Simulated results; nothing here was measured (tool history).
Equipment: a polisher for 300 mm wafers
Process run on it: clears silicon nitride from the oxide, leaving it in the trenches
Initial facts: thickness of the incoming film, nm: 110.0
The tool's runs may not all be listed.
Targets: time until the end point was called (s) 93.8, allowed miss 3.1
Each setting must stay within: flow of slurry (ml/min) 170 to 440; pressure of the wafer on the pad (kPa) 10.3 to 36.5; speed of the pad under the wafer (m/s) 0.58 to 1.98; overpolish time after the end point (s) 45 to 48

run  hour  flow of slurry (ml/min)  pressure of the wafer on the pad (kPa)  speed of the pad under the wafer (m/s)  overpolish time after the end point (s)  time until the end point was called (s)
  1     0                      280                                    23.4                                    1.28                                       45                                   68.309
  2   6.1                      280                                    23.4                                    1.12                                       45                                   77.177
  3  11.4                      280                                    23.4                                    1.36                                       45                                   64.829
  4  14.8                      280                                    21.4                                    1.36                                       45                                   70.919
  5  21.4                      280                                      20                                    1.36                                       45                                   75.275
  6  26.3                      280                                    18.6                                    1.36                                       45                                    79.44
  7  30.2                      280                                    17.9                                    1.36                                       45                                   83.922
  8  33.6                      280                                    17.2                                    1.36                                       45                                   87.735

Which of these 4 next moves meets every target?
  A    37                      260                                    17.2                                    1.28                                       45                                        ?
  B    37                      275                                    16.5                                    1.62                                       45                                        ?
  C    37                      175                                    15.2                                     1.8                                       45                                        ?
  D    37                      210                                    15.9                                    1.68                                       45                                        ?

move  time until the end point was called (s)
   A                                    92.58
   B                                   77.464
   C                                   81.379
   D                                    80.68
A: every result within its allowed miss
B: moves away from the targets compared with the last run
C: moves away from the targets compared with the last run
D: moves away from the targets compared with the last run
Correct choice: A, which meets every target

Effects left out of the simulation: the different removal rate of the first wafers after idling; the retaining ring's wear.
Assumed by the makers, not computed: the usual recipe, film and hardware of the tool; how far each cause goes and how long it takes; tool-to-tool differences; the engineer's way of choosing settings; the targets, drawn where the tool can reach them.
